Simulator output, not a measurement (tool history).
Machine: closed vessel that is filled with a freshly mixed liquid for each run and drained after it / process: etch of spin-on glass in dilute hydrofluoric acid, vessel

run,hour,temperature setpoint of the liquid (C),parts of water to one part of 49 % hydrofluoric acid (parts by volume),time in the liquid (s),thickness taken off the spin-on glass on a monitor wafer (angstrom)
1,0,24,295,130,166.56
2,6.5,24,335,130,141.71
3,11.4,24,335,140,150.98
4,20,25,320,140,167.03
5,23.4,26.5,320,140,175.12
6,31.1,24,320,140,161.45
7,33.9,25,310,140,173.97
8,43.1,26,295,140,191.48
9,50.2,27,285,140,206.98

Predict the results of run 10:
10,54.3,27.5,280,140,?

thickness taken off the spin-on glass on a monitor wafer (angstrom): 215.67
